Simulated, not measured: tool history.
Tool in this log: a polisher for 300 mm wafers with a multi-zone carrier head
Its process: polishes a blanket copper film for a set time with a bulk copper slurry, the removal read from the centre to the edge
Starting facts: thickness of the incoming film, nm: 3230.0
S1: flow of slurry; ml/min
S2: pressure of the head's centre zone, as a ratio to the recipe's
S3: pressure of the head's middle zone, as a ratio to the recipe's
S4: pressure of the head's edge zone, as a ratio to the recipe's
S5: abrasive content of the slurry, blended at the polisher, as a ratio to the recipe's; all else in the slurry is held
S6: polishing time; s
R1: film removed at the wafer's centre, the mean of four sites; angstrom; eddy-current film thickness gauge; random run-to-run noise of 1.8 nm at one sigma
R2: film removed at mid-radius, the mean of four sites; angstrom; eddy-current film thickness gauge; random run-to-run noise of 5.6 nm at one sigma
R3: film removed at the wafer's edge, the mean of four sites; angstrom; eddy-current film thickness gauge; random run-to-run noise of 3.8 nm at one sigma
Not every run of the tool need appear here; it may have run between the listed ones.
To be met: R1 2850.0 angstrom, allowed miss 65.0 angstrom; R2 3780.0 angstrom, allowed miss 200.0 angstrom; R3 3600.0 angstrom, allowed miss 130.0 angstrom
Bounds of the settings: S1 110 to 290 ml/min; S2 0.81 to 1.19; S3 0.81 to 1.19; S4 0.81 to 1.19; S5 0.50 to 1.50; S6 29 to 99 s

| run | hour | S1 | S2 | S3 | S4 | S5 | S6 | R1 | R2 | R3 |
|---|---|---|---|---|---|---|---|---|---|---|
| 1 | 0.0 | 185 | 1.00 | 1.00 | 1.00 | 1.00 | 64 | 3517.6 | 3543.5 | 3639.1 |
| 2 | 2.5 | 185 | 1.00 | 1.00 | 1.00 | 1.00 | 49 | 2694.4 | 2771.5 | 2769.5 |
| 3 | 10.9 | 185 | 1.00 | 1.00 | 1.00 | 1.10 | 49 | 2756.3 | 2836.5 | 2818.4 |
| 4 | 15.2 | 195 | 0.97 | 1.03 | 1.04 | 1.20 | 50 | 2804.5 | 3013.7 | 3001.7 |
| 5 | 18.4 | 200 | 0.94 | 1.06 | 1.07 | 1.25 | 51 | 2825.5 | 3204.1 | 3163.2 |
| 6 | 19.5 | 200 | 0.94 | 1.06 | 1.11 | 1.25 | 51 | 2808.7 | 3174.2 | 3162.1 |
| 7 | 27.9 | 205 | 0.92 | 1.08 | 1.12 | 1.30 | 52 | 2846.1 | 3320.4 | 3372.9 |
| 8 | 31.8 | 210 | 0.91 | 1.10 | 1.12 | 1.30 | 52 | 2808.1 | 3430.0 | 3382.4 |
| 9 | 36.7 | 215 | 0.91 | 1.11 | 1.13 | 1.30 | 52 | 2856.9 | 3544.6 | 3420.9 |

4 next moves are on the table. One of them brings every result within its allowed miss. Which?
| A | 41.6 | 200 | 0.87 | 1.07 | 1.19 | 1.40 | 54 | ? | ? | ? |
| B | 41.6 | 190 | 0.86 | 1.17 | 1.17 | 0.95 | 59 | ? | ? | ? |
| C | 41.6 | 205 | 0.86 | 0.99 | 1.06 | 1.15 | 59 | ? | ? | ? |
| D | 41.6 | 260 | 0.83 | 1.19 | 1.17 | 1.20 | 59 | ? | ? | ? |

| move | R1 | R2 | R3 |
|---|---|---|---|
| A | 2868.1 | 3471.9 | 3586.7 |
| B | 2849.0 | 3761.0 | 3569.4 |
| C | 2993.4 | 3426.5 | 3563.4 |
| D | 3040.0 | 4173.8 | 3858.9 |
A: brings the result that was furthest off to its target, and leaves another outside
B: all results land within tolerance of their targets
C: brings the result that was furthest off to its target, and leaves another outside
D: pushes the last run's worst result past its target
Answer: B
